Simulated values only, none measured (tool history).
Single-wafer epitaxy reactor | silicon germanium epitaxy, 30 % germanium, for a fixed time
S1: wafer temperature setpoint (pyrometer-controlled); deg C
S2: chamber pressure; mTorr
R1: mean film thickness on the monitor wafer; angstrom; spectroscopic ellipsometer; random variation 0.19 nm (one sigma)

Run 1, hour 0: S1 595 deg C, S2 18600 mTorr. Result: R1 584.73 angstrom.
Run 2, hour 7: S1 588 deg C, S2 18600 mTorr. Result: R1 520.67 angstrom.
Run 3, hour 11.3: S1 590 deg C, S2 18600 mTorr. Result: R1 537.58 angstrom.
Run 4, hour 16.6: S1 592 deg C, S2 18600 mTorr. Result: R1 557.43 angstrom.
Run 5, hour 21.9: S1 584 deg C, S2 18600 mTorr. Result: R1 487.04 angstrom.
Run 6, hour 30: S1 575 deg C, S2 18600 mTorr. Result: R1 420.33 angstrom.
Run 7, hour 33.1: S1 580 deg C, S2 18600 mTorr. Result: R1 457.62 angstrom.

Forecast run 8:
Run 8, hour 39.7: S1 584 deg C, S2 18600 mTorr. Result: R1 ?.

Run 8 gave R1 487.1 angstrom.

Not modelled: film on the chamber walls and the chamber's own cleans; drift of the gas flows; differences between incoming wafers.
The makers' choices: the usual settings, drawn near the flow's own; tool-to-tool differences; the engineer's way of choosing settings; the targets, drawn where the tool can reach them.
